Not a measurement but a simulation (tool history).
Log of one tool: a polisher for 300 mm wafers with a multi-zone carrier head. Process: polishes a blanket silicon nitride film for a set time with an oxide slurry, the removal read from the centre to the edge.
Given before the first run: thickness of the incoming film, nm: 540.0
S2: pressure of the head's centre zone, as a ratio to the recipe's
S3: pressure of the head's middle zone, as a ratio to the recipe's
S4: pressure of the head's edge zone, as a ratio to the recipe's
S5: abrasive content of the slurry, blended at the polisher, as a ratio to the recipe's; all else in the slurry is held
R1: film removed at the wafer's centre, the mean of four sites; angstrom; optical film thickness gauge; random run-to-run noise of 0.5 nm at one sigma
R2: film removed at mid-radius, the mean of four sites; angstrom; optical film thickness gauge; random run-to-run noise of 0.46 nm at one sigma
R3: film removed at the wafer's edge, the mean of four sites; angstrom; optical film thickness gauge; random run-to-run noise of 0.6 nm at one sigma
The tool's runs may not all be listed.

Run 1, hour 0: flow of slurry (ml/min) 235, S2 1, S3 1, S4 1, S5 1, polishing time (s) 80. Result: R1 682.47 angstrom, R2 654.52 angstrom, R3 667.53 angstrom.
Run 2, hour 5: flow of slurry (ml/min) 235, S2 1, S3 1.03, S4 1, S5 1, polishing time (s) 80. Result: R1 675.59 angstrom, R2 676.88 angstrom, R3 659.97 angstrom.
Run 3, hour 12.6: flow of slurry (ml/min) 235, S2 1.04, S3 1.03, S4 1, S5 1, polishing time (s) 80. Result: R1 685.72 angstrom, R2 682.08 angstrom, R3 667.47 angstrom.
Run 4, hour 13.7: flow of slurry (ml/min) 235, S2 1.08, S3 1.03, S4 1, S5 1, polishing time (s) 80. Result: R1 719.85 angstrom, R2 676.75 angstrom, R3 651.6 angstrom.
Run 5, hour 15.9: flow of slurry (ml/min) 230, S2 1.04, S3 1, S4 1, S5 0.85, polishing time (s) 76. Result: R1 618.87 angstrom, R2 582.92 angstrom, R3 604.01 angstrom.
Run 6, hour 17.2: flow of slurry (ml/min) 230, S2 1.04, S3 0.92, S4 1, S5 0.85, polishing time (s) 76. Result: R1 629.14 angstrom, R2 545.15 angstrom, R3 599.22 angstrom.
Run 7, hour 18.2: flow of slurry (ml/min) 230, S2 1.02, S3 0.92, S4 0.98, S5 0.75, polishing time (s) 72. Result: R1 563.89 angstrom, R2 497.78 angstrom, R3 541.1 angstrom.
Run 8, hour 19: flow of slurry (ml/min) 225, S2 0.99, S3 0.91, S4 0.97, S5 0.7, polishing time (s) 70. Result: R1 507.4 angstrom, R2 462.09 angstrom, R3 499.82 angstrom.
Run 9, hour 23.1: flow of slurry (ml/min) 220, S2 0.97, S3 0.89, S4 0.96, S5 0.65, polishing time (s) 70. Result: R1 489.93 angstrom, R2 427.62 angstrom, R3 485.01 angstrom.
Run 10, hour 30.1: flow of slurry (ml/min) 215, S2 0.94, S3 0.89, S4 0.94, S5 0.65, polishing time (s) 70. Result: R1 468.85 angstrom, R2 439.08 angstrom, R3 474.6 angstrom.
Run 11, hour 36.1: flow of slurry (ml/min) 210, S2 0.93, S3 0.87, S4 0.94, S5 0.6, polishing time (s) 70. Result: R1 447.04 angstrom, R2 427.46 angstrom, R3 471.56 angstrom.

Expected results for the next run?
Run 12, hour 40.8: flow of slurry (ml/min) 205, S2 0.95, S3 0.82, S4 0.91, S5 0.5, polishing time (s) 66. Result: R1 ?, R2 ?, R3 ?.

R1: 397.05 angstrom
R2: 348.39 angstrom
R3: 419.2 angstrom

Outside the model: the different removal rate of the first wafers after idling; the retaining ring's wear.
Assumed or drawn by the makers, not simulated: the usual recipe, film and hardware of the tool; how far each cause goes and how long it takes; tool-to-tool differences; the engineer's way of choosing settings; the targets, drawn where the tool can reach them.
